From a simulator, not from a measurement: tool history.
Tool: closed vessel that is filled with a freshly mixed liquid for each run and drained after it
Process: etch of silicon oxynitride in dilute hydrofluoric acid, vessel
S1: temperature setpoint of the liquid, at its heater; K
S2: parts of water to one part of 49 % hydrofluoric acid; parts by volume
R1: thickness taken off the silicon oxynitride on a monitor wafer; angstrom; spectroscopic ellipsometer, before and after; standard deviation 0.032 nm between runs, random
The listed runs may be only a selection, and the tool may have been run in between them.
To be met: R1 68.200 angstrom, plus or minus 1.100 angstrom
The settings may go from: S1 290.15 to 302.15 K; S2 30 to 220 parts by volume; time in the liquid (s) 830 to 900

run 1 hour=0.0 | S1=294.15 S2=125 time_in_the_liquid_(s)=830 | R1=97.272
run 2 hour=5.8 | S1=293.65 S2=125 time_in_the_liquid_(s)=830 | R1=94.579
run 3 hour=9.6 | S1=293.65 S2=105 time_in_the_liquid_(s)=830 | R1=115.910
run 4 hour=11.3 | S1=293.65 S2=135 time_in_the_liquid_(s)=830 | R1=87.788
run 5 hour=12.8 | S1=293.15 S2=135 time_in_the_liquid_(s)=830 | R1=84.778
run 6 hour=13.9 | S1=296.65 S2=135 time_in_the_liquid_(s)=830 | R1=100.670
run 7 hour=15.3 | S1=296.15 S2=135 time_in_the_liquid_(s)=830 | R1=98.797
run 8 hour=16.9 | S1=295.65 S2=135 time_in_the_liquid_(s)=830 | R1=95.850
run 9 hour=19.4 | S1=295.15 S2=135 time_in_the_liquid_(s)=830 | R1=93.442
run 10 hour=22.8 | S1=294.65 S2=135 time_in_the_liquid_(s)=830 | R1=91.589
run 11 hour=30.3 | S1=294.15 S2=135 time_in_the_liquid_(s)=830 | R1=89.758
run 12 hour=35.7 | S1=293.65 S2=135 time_in_the_liquid_(s)=830 | R1=87.421

Exercise: of the 4 proposed moves below, exactly one satisfies all targets within the stated allowed misses. Which move is it?
run A hour=41.1 | S1=292.65 S2=100 time_in_the_liquid_(s)=865 | R1=?
run B hour=41.1 | S1=294.65 S2=115 time_in_the_liquid_(s)=890 | R1=?
run C hour=41.1 | S1=291.15 S2=155 time_in_the_liquid_(s)=845 | R1=?
run D hour=41.1 | S1=292.65 S2=140 time_in_the_liquid_(s)=845 | R1=?

move=A R1=120.540
move=B R1=117.540
move=C R1=68.048
move=D R1=81.801
A: moves away from the targets compared with the last run
B: moves away from the targets compared with the last run
C: hits every target within its allowed miss
D: gains on the last run, yet a result remains outside its allowed miss
The right move is C.
